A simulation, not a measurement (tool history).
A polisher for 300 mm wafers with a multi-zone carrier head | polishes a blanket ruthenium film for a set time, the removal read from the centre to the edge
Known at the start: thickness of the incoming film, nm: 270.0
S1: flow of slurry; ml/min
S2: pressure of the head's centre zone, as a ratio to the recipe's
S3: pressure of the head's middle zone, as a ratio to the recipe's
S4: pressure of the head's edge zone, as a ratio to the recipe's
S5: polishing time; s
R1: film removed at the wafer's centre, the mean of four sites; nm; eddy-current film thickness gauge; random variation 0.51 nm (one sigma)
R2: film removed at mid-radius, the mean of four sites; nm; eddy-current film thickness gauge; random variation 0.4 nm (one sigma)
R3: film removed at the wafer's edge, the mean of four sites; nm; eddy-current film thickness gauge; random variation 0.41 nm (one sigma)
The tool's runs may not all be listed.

Run 1, hour 0: S1 255 ml/min, S2 1, S3 1, S4 1, S5 48 s. Result: R1 34.199 nm, R2 33.833 nm, R3 34.092 nm.
Run 2, hour 4.9: S1 255 ml/min, S2 1.06, S3 1, S4 1, S5 48 s. Result: R1 36.364 nm, R2 34.468 nm, R3 34.337 nm.
Run 3, hour 13.8: S1 255 ml/min, S2 1.1, S3 1, S4 1, S5 48 s. Result: R1 38.027 nm, R2 34.097 nm, R3 33.863 nm.
Run 4, hour 22: S1 255 ml/min, S2 1.1, S3 1, S4 1, S5 55 s. Result: R1 43.098 nm, R2 38.511 nm, R3 38.386 nm.
Run 5, hour 28.1: S1 255 ml/min, S2 1.03, S3 1, S4 1, S5 55 s. Result: R1 40.126 nm, R2 39.13 nm, R3 38.102 nm.
Run 6, hour 28.6: S1 255 ml/min, S2 1.03, S3 1, S4 0.95, S5 55 s. Result: R1 40.612 nm, R2 39.186 nm, R3 37.456 nm.
Run 7, hour 29.3: S1 265 ml/min, S2 1.06, S3 1, S4 1, S5 57 s. Result: R1 44.068 nm, R2 40.529 nm, R3 39.672 nm.
Run 8, hour 34.2: S1 270 ml/min, S2 1.06, S3 1, S4 1.04, S5 58 s. Result: R1 44.135 nm, R2 40.909 nm, R3 41.454 nm.

Run 9 comes next. What will it give?
Run 9, hour 42.4: S1 280 ml/min, S2 1.08, S3 1.01, S4 1.07, S5 59 s. Result: R1 ?, R2 ?, R3 ?.

Run 9 gave R1 45.284 nm, R2 42.684 nm, R3 42.827 nm.
